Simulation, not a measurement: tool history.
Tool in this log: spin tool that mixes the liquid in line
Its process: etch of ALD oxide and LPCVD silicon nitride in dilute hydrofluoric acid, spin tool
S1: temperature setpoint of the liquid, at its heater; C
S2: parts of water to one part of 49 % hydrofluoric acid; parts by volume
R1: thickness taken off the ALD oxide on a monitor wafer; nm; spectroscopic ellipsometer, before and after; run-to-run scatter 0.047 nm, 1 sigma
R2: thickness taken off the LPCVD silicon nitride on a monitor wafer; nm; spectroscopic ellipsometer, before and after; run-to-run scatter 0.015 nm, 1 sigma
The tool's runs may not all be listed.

Run 1, hour 0.0: S1 24.0 C, S2 85 parts by volume, time under the liquid (s) 30. Result: R1 8.1372 nm, R2 0.191140 nm.
Run 2, hour 3.3: S1 26.0 C, S2 85 parts by volume, time under the liquid (s) 30. Result: R1 8.8026 nm, R2 0.143960 nm.
Run 3, hour 10.1: S1 25.5 C, S2 90 parts by volume, time under the liquid (s) 30. Result: R1 8.2052 nm, R2 0.213730 nm.
Run 4, hour 16.6: S1 25.0 C, S2 90 parts by volume, time under the liquid (s) 30. Result: R1 7.9047 nm, R2 0.164450 nm.
Run 5, hour 17.4: S1 24.5 C, S2 90 parts by volume, time under the liquid (s) 30. Result: R1 7.8664 nm, R2 0.128490 nm.
Run 6, hour 24.0: S1 24.0 C, S2 95 parts by volume, time under the liquid (s) 30. Result: R1 7.1297 nm, R2 0.155200 nm.
Run 7, hour 28.0: S1 23.5 C, S2 95 parts by volume, time under the liquid (s) 30. Result: R1 6.9269 nm, R2 0.149670 nm.
Run 8, hour 30.4: S1 19.5 C, S2 100 parts by volume, time under the liquid (s) 30. Result: R1 5.6860 nm, R2 0.070764 nm.

Predict the results of run 9:
Run 9, hour 39.0: S1 20.0 C, S2 110 parts by volume, time under the liquid (s) 30. Result: R1 ?, R2 ?.

For run 9 the tool returned R1 5.1819 nm, R2 0.105180 nm.

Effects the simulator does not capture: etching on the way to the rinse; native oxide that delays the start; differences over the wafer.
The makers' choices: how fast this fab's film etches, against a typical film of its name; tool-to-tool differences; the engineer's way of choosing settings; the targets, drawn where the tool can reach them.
